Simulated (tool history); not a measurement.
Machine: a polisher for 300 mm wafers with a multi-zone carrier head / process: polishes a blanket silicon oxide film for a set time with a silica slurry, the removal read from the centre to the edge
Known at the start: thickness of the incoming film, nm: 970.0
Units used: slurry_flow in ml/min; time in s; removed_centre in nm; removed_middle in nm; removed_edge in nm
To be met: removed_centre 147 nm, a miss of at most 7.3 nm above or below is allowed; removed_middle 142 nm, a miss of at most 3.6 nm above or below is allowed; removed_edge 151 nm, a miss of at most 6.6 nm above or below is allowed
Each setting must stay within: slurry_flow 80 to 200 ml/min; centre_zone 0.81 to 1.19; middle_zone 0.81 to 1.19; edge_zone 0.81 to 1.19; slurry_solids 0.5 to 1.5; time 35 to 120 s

run,hour,slurry_flow,centre_zone,middle_zone,edge_zone,slurry_solids,time,removed_centre,removed_middle,removed_edge
1,0,130,1,1,1,1,77,145.81,152.05,162.4
2,8.4,125,1.01,1,0.99,1,77,145.3,149.34,162.64
3,9.2,125,1.01,1,0.99,0.9,77,135.67,140.38,147.28
4,12.5,125,1.02,1,0.99,0.9,77,137.28,140.89,148.77
5,14.6,110,1.02,1,0.99,0.9,77,126.87,131.99,141.86
6,19.2,110,1.02,0.94,0.99,0.9,77,126.41,127.57,145.88
7,22.4,115,1.03,0.94,0.99,0.9,77,130.18,129.29,148.17
8,31.4,120,1.03,0.95,0.98,0.9,77,135.31,134.07,144.65
9,32.4,120,1.03,0.95,0.98,0.9,77,135.56,133.52,147.44
10,36.6,125,1.03,0.95,0.98,0.9,77,139.48,138.78,146.13
11,41.9,130,1.04,0.94,0.99,0.9,77,142.07,137.75,152.95

5 candidate next runs follow, results not yet known. Just one meets every target within its allowed miss. Identify it.
A,47.2,165,1.11,1.08,0.99,1,63,?,?,?
B,47.2,140,1.1,0.84,1.02,0.9,82,?,?,?
C,47.2,125,1.01,0.98,0.97,0.8,79,?,?,?
D,47.2,165,1.05,0.97,0.99,1,68,?,?,?
E,47.2,155,1.15,0.97,0.99,0.9,73,?,?,?

move,removed_centre,removed_middle,removed_edge
A,144.18,140.79,139.97
B,163.73,142.31,167.9
C,127.37,131.88,142.06
D,147.08,143.18,151.23
E,159.01,141.6,150.65
A: the furthest-off result lands on target, but another misses its tolerance
B: the furthest-off result lands on target, but another misses its tolerance
C: further off than the last run
D: every result within its allowed miss
E: the furthest-off result lands on target, but another misses its tolerance
Go with D: it meets all targets.
